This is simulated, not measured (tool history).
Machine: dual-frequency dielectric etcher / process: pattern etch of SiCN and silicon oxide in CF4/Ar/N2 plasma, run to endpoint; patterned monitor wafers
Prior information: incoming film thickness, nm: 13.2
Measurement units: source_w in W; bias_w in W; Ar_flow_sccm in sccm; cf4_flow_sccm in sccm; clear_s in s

Run 1, hour 0: source_w 550 W, bias_w 75 W, Ar_flow_sccm 126 sccm, cf4_flow_sccm 72 sccm. Result: clear_s 13.926 s.
Run 2, hour 7.9: source_w 480 W, bias_w 75 W, Ar_flow_sccm 126 sccm, cf4_flow_sccm 72 sccm. Result: clear_s 16.385 s.
Run 3, hour 8.9: source_w 480 W, bias_w 75 W, Ar_flow_sccm 126 sccm, cf4_flow_sccm 76 sccm. Result: clear_s 16.105 s.
Run 4, hour 10.2: source_w 550 W, bias_w 76 W, Ar_flow_sccm 126 sccm, cf4_flow_sccm 76 sccm. Result: clear_s 13.764 s.
Run 5, hour 12.2: source_w 550 W, bias_w 76 W, Ar_flow_sccm 111 sccm, cf4_flow_sccm 76 sccm. Result: clear_s 13.601 s.
Run 6, hour 13.4: source_w 490 W, bias_w 76 W, Ar_flow_sccm 111 sccm, cf4_flow_sccm 76 sccm. Result: clear_s 15.114 s.
Run 7, hour 15.8: source_w 490 W, bias_w 76 W, Ar_flow_sccm 111 sccm, cf4_flow_sccm 76 sccm. Result: clear_s 15.46 s.
Run 8, hour 17.8: source_w 550 W, bias_w 77 W, Ar_flow_sccm 111 sccm, cf4_flow_sccm 76 sccm. Result: clear_s 13.496 s.

Run 9 has not been measured yet. What should we expect?
Run 9, hour 26.6: source_w 660 W, bias_w 78 W, Ar_flow_sccm 111 sccm, cf4_flow_sccm 76 sccm. Result: clear_s ?.

Run 9 gave clear_s 10.793 s.
